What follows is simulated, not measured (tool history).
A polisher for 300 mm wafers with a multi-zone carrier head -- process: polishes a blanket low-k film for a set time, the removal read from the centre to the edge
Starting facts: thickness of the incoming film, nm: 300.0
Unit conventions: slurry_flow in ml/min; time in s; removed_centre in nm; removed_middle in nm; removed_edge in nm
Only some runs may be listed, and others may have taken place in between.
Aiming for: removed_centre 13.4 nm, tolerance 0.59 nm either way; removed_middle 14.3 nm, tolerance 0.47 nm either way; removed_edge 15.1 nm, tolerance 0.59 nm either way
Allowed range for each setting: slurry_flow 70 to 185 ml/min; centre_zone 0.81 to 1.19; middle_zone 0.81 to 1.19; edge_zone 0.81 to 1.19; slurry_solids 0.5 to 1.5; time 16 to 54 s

{"run": 1, "hour": 0.0, "slurry_flow": 120, "centre_zone": 1, "middle_zone": 1, "edge_zone": 1, "slurry_solids": 1, "time": 35, "removed_centre": 17.722, "removed_middle": 17.631, "removed_edge": 17.912}
{"run": 2, "hour": 0.7, "slurry_flow": 120, "centre_zone": 1, "middle_zone": 1, "edge_zone": 0.96, "slurry_solids": 1, "time": 35, "removed_centre": 17.844, "removed_middle": 17.962, "removed_edge": 17.562}
{"run": 3, "hour": 8.4, "slurry_flow": 115, "centre_zone": 0.98, "middle_zone": 0.99, "edge_zone": 0.95, "slurry_solids": 1, "time": 35, "removed_centre": 17.219, "removed_middle": 17.566, "removed_edge": 17.366}
{"run": 4, "hour": 11.4, "slurry_flow": 115, "centre_zone": 0.94, "middle_zone": 0.99, "edge_zone": 0.95, "slurry_solids": 1, "time": 35, "removed_centre": 16.773, "removed_middle": 17.784, "removed_edge": 17.394}
{"run": 5, "hour": 12.6, "slurry_flow": 110, "centre_zone": 0.93, "middle_zone": 0.98, "edge_zone": 0.95, "slurry_solids": 1, "time": 35, "removed_centre": 16.249, "removed_middle": 17.103, "removed_edge": 17.012}
{"run": 6, "hour": 19.4, "slurry_flow": 105, "centre_zone": 0.92, "middle_zone": 0.97, "edge_zone": 0.95, "slurry_solids": 1, "time": 35, "removed_centre": 15.658, "removed_middle": 17.113, "removed_edge": 17.344}
{"run": 7, "hour": 22.0, "slurry_flow": 105, "centre_zone": 0.92, "middle_zone": 0.96, "edge_zone": 0.94, "slurry_solids": 0.95, "time": 35, "removed_centre": 15.551, "removed_middle": 16.46, "removed_edge": 16.746}
{"run": 8, "hour": 29.8, "slurry_flow": 100, "centre_zone": 0.91, "middle_zone": 0.95, "edge_zone": 0.93, "slurry_solids": 0.95, "time": 35, "removed_centre": 14.806, "removed_middle": 16.232, "removed_edge": 16.47}
{"run": 9, "hour": 32.8, "slurry_flow": 100, "centre_zone": 0.91, "middle_zone": 0.94, "edge_zone": 0.92, "slurry_solids": 0.95, "time": 35, "removed_centre": 15.385, "removed_middle": 15.987, "removed_edge": 16.585}
{"run": 10, "hour": 33.3, "slurry_flow": 100, "centre_zone": 0.9, "middle_zone": 0.94, "edge_zone": 0.92, "slurry_solids": 0.95, "time": 35, "removed_centre": 15.39, "removed_middle": 16.012, "removed_edge": 16.223}
{"run": 11, "hour": 40.4, "slurry_flow": 95, "centre_zone": 0.89, "middle_zone": 0.94, "edge_zone": 0.92, "slurry_solids": 0.95, "time": 35, "removed_centre": 14.643, "removed_middle": 15.965, "removed_edge": 16.516}
{"run": 12, "hour": 47.1, "slurry_flow": 95, "centre_zone": 0.89, "middle_zone": 0.93, "edge_zone": 0.91, "slurry_solids": 0.95, "time": 35, "removed_centre": 14.688, "removed_middle": 16.108, "removed_edge": 16.466}
{"run": 13, "hour": 55.6, "slurry_flow": 95, "centre_zone": 0.89, "middle_zone": 0.92, "edge_zone": 0.91, "slurry_solids": 0.95, "time": 35, "removed_centre": 14.641, "removed_middle": 15.809, "removed_edge": 16.327}
{"run": 14, "hour": 58.0, "slurry_flow": 95, "centre_zone": 0.89, "middle_zone": 0.91, "edge_zone": 0.9, "slurry_solids": 0.95, "time": 35, "removed_centre": 14.792, "removed_middle": 15.498, "removed_edge": 16.217}
{"run": 15, "hour": 59.4, "slurry_flow": 95, "centre_zone": 0.89, "middle_zone": 0.91, "edge_zone": 0.89, "slurry_solids": 0.95, "time": 35, "removed_centre": 14.676, "removed_middle": 15.34, "removed_edge": 16.513}

Below are 5 possible settings for the next run. Only one of them brings all results inside the allowed miss of their targets. Which is it?
{"run": "A", "hour": 60.8, "slurry_flow": 80, "centre_zone": 0.96, "middle_zone": 0.9, "edge_zone": 0.86, "slurry_solids": 1.2, "time": 31, "removed_centre": "?", "removed_middle": "?", "removed_edge": "?"}
{"run": "B", "hour": 60.8, "slurry_flow": 110, "centre_zone": 1.09, "middle_zone": 0.9, "edge_zone": 0.9, "slurry_solids": 0.85, "time": 32, "removed_centre": "?", "removed_middle": "?", "removed_edge": "?"}
{"run": "C", "hour": 60.8, "slurry_flow": 100, "centre_zone": 0.84, "middle_zone": 0.86, "edge_zone": 0.83, "slurry_solids": 0.95, "time": 33, "removed_centre": "?", "removed_middle": "?", "removed_edge": "?"}
{"run": "D", "hour": 60.8, "slurry_flow": 140, "centre_zone": 0.98, "middle_zone": 0.95, "edge_zone": 0.88, "slurry_solids": 1.1, "time": 29, "removed_centre": "?", "removed_middle": "?", "removed_edge": "?"}
{"run": "E", "hour": 60.8, "slurry_flow": 95, "centre_zone": 0.87, "middle_zone": 0.89, "edge_zone": 1.06, "slurry_solids": 0.7, "time": 34, "removed_centre": "?", "removed_middle": "?", "removed_edge": "?"}

move=A removed_centre=14.559 removed_middle=14.276 removed_edge=15.111
move=B removed_centre=16.105 removed_middle=13.756 removed_edge=14.536
move=C removed_centre=13.067 removed_middle=14.037 removed_edge=14.995
move=D removed_centre=15.197 removed_middle=15.031 removed_edge=14.842
move=E removed_centre=12.202 removed_middle=13.025 removed_edge=14.99
A: the worst result of the last run now meets its target, but another is out of spec
B: the worst result of the last run now meets its target, but another is out of spec
C: meets every target
D: the worst result of the last run now meets its target, but another is out of spec
E: the worst result of the last run now meets its target, but another is out of spec
C meets every target.

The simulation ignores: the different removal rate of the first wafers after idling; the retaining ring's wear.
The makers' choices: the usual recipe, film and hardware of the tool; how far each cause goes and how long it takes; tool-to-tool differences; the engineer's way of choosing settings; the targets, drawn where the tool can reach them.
